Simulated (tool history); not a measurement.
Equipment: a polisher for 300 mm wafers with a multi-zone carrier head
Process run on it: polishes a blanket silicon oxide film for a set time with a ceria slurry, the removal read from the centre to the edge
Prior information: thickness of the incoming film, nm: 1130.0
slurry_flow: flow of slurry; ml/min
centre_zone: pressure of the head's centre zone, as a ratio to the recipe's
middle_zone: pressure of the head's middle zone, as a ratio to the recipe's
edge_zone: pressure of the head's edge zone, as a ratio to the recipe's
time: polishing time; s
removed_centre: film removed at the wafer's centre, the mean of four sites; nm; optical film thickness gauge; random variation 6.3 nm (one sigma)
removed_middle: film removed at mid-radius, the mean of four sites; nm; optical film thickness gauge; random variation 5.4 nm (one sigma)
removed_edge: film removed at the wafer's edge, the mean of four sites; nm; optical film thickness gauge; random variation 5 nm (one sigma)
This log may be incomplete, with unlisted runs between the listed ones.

{"run": 1, "hour": 0.0, "slurry_flow": 300, "centre_zone": 1, "middle_zone": 1, "edge_zone": 1, "time": 67, "removed_centre": 364.05, "removed_middle": 364.29, "removed_edge": 352.75}
{"run": 2, "hour": 3.6, "slurry_flow": 300, "centre_zone": 1, "middle_zone": 0.96, "edge_zone": 1, "time": 67, "removed_centre": 368.05, "removed_middle": 349.46, "removed_edge": 357.04}
{"run": 3, "hour": 4.5, "slurry_flow": 300, "centre_zone": 1, "middle_zone": 0.96, "edge_zone": 1, "time": 57, "removed_centre": 311.96, "removed_middle": 299.55, "removed_edge": 293.94}
{"run": 4, "hour": 11.2, "slurry_flow": 300, "centre_zone": 1, "middle_zone": 1.01, "edge_zone": 1, "time": 57, "removed_centre": 303.5, "removed_middle": 315.07, "removed_edge": 294}
{"run": 5, "hour": 17.1, "slurry_flow": 300, "centre_zone": 1, "middle_zone": 1.01, "edge_zone": 1, "time": 51, "removed_centre": 282.05, "removed_middle": 274.99, "removed_edge": 273.67}
{"run": 6, "hour": 25.9, "slurry_flow": 335, "centre_zone": 1, "middle_zone": 1.01, "edge_zone": 1, "time": 51, "removed_centre": 276.49, "removed_middle": 280.14, "removed_edge": 276.14}

Run 7 comes next. What will it give?
{"run": 7, "hour": 33.5, "slurry_flow": 335, "centre_zone": 1.01, "middle_zone": 1.02, "edge_zone": 1, "time": 54, "removed_centre": "?", "removed_middle": "?", "removed_edge": "?"}

removed_centre: 301.12 nm
removed_middle: 305.23 nm
removed_edge: 284.77 nm
